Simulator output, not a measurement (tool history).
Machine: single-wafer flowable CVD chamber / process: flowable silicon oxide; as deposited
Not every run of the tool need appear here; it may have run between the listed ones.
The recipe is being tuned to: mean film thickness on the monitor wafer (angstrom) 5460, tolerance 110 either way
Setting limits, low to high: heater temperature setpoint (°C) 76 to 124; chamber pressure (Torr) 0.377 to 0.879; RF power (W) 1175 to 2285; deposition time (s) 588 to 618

run,day,heater temperature setpoint (°C),chamber pressure (Torr),RF power (W),deposition time (s),mean film thickness on the monitor wafer (angstrom)
1,0,100,0.628,1730,618,2910.8
2,0.308,98,0.628,1730,618,3164.7
3,0.508,106,0.628,1730,618,2368
4,0.55,106,0.628,1615,618,2361.9
5,0.596,112,0.628,1615,618,1933.5
6,0.929,118,0.628,1615,618,1621.7
7,1.229,114,0.628,1615,618,1817.9
8,1.308,111,0.628,1615,618,2008.9
9,1.383,111,0.628,1615,618,2026.3
10,1.492,108,0.628,1615,618,2203.6
11,1.738,96,0.632,1615,618,3317.3
12,1.883,96,0.632,1615,618,3376.3
13,2.071,95,0.632,1615,618,3478.8
14,2.296,94,0.632,1615,618,3573.9
15,2.575,93,0.632,1615,618,3676.9
16,2.679,92,0.632,1615,618,3806.4
17,2.712,91,0.632,1615,618,3937.3

4 candidate next runs follow, results not yet known. Just one meets every target within its allowed miss. Identify it.
A,2.746,99,0.564,1580,588,?
B,2.746,86,0.768,1530,612,?
C,2.746,82,0.728,1585,618,?
D,2.746,98,0.604,1560,588,?

move,mean film thickness on the monitor wafer (angstrom)
A,2554.5
B,5467.8
C,5942.7
D,2817.4
A: its largest miss is bigger than the last run's
B: all results land within tolerance of their targets
C: takes the result that was furthest off past its target
D: its largest miss is bigger than the last run's
The move that meets every target is B.
